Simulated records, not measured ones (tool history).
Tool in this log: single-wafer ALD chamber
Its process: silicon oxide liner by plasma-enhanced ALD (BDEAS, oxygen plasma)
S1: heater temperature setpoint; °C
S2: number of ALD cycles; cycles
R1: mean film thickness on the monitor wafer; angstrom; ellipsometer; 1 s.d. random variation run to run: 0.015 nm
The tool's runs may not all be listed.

run    day   S1  S2      R1
  1  0.000  320  46  44.391
  2  0.250  321  43  41.410
  3  0.317  322  41  39.206
  4  0.679  323  39  37.106
  5  0.808  315  39  37.619
  6  0.975  319  39  37.681
  7  1.179  320  38  36.486
  8  1.379  320  38  36.604
  9  1.650  321  37  35.291

What does the tool deliver on the next run?
 10  1.992  321  37   ?

R1: 35.430 angstrom
